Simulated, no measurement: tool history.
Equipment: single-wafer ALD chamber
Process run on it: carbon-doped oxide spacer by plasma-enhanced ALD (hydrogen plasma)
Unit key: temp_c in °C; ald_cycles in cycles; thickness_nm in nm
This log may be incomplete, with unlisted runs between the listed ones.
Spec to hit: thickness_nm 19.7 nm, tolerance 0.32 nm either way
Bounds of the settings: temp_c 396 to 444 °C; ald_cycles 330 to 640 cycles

run  hour  temp_c  ald_cycles  thickness_nm
  1     0     420         485        21.656
  2   3.7     423         481        21.288
  3   5.9     425         478         20.86
  4  12.1     425         431        18.879
  5  15.8     431         431        18.466
  6  21.4     426         431        18.802
  7  30.3     425         432        18.919
  8  34.3     424         433        19.032
  9  34.9     423         434        19.106

Pick the move, out of 5, that brings all results within their allowed miss; only one does.
  A  35.5     422         420             ?
  B  35.5     416         413             ?
  C  35.5     425         422             ?
  D  35.5     420         442             ?
  E  35.5     422         421             ?

move  thickness_nm
   A        18.597
   B        18.665
   C        18.492
   D        19.706
   E        18.641
A: lands further from the targets than the last run did
B: lands further from the targets than the last run did
C: lands further from the targets than the last run did
D: in spec on every target
E: lands further from the targets than the last run did
D is the move that brings every result within its allowed miss.
